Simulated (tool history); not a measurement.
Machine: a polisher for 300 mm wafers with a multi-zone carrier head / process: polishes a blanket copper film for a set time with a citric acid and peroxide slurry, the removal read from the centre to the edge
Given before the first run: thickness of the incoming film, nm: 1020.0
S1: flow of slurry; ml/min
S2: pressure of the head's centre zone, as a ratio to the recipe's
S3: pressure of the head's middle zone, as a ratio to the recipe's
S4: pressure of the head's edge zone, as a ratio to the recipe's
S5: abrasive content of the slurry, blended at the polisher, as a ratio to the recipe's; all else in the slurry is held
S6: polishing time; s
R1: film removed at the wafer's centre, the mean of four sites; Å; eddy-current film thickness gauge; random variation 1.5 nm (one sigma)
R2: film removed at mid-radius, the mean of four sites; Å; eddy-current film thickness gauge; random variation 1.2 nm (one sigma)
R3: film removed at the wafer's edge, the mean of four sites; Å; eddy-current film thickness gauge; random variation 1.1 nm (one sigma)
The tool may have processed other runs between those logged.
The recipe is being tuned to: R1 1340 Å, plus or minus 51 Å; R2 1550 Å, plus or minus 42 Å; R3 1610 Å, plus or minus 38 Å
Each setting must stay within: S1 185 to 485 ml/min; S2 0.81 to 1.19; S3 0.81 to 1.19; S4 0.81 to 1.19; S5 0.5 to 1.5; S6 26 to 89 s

run	hour	S1	S2	S3	S4	S5	S6	R1	R2	R3
1	0	310	1	1	1	1	57	1088.3	1088.8	1072.6
2	4.7	310	1	1	1	1	63	1195.6	1211.6	1183.8
3	8.7	310	0.93	1	1	1	63	1102.6	1183.9	1186.1
4	11.6	310	0.93	1.04	1	1	63	1107.6	1251	1170.5
5	16.6	310	0.93	1	1	1	63	1118.4	1189.9	1179.7
6	19.5	280	0.93	1	1	1	63	1096	1186.4	1169.2
7	23	295	0.92	1.01	1.04	1.1	64	1136.8	1263.2	1250.4
8	25	305	0.92	1.01	1.07	1.2	65	1187.6	1309	1312
9	32.3	310	0.91	1.01	1.09	1.25	66	1185.1	1338.2	1360.9
10	38.1	310	0.91	1.01	1.09	1.25	66	1195.9	1351.4	1343.9

Consider the 5 candidate settings below. Which is the only one whose results all fall within their allowed miss of target?
A	43.9	320	0.91	1.01	1.1	1.3	72	?	?	?
B	43.9	280	0.83	1.03	1.11	1.35	71	?	?	?
C	43.9	320	0.98	1.03	1.07	1.25	75	?	?	?
D	43.9	300	1.11	0.87	1.09	1.2	61	?	?	?
E	43.9	345	0.88	1.03	1.17	1.3	73	?	?	?

move	R1	R2	R3
A	1351.7	1475.5	1513.1
B	1207.4	1470.4	1496.7
C	1501.9	1543.3	1538.1
D	1358.6	1088.5	1245.2
E	1335.7	1529.2	1591.9
A: closes in on the targets versus the last run, not all within tolerance yet
B: closes in on the targets versus the last run, not all within tolerance yet
C: closes in on the targets versus the last run, not all within tolerance yet
D: lands further from the targets than the last run did
E: in spec on every target
Correct choice: E, which meets every target

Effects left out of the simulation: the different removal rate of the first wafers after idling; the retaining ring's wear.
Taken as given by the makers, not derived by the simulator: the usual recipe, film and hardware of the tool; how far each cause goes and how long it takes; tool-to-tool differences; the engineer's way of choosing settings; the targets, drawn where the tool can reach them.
